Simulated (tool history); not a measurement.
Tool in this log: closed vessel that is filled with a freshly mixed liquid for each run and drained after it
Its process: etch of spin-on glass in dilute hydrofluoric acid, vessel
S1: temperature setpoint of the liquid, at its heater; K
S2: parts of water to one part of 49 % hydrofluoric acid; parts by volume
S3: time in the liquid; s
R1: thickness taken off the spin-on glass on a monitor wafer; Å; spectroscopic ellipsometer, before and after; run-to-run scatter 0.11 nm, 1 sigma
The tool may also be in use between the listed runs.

run  hour      S1   S2  S3       R1
  1   0.0  298.15  100  35   77.451
  2   1.8  298.15  125  35   60.140
  3   6.7  298.15  125  35   59.514
  4  12.9  299.15  115  35   67.990
  5  18.3  300.15  105  35   78.857
  6  27.2  303.65  105  35   89.173
  7  34.5  304.15   95  35  103.220
  8  36.4  304.65   90  35  111.180
  9  37.2  304.65   85  35  118.280
 10  41.5  304.65   85  35  119.030

What does the tool deliver on the next run?
 11  44.7  304.65  80  35   ?

For run 11 the tool returned R1 126.830 Å.
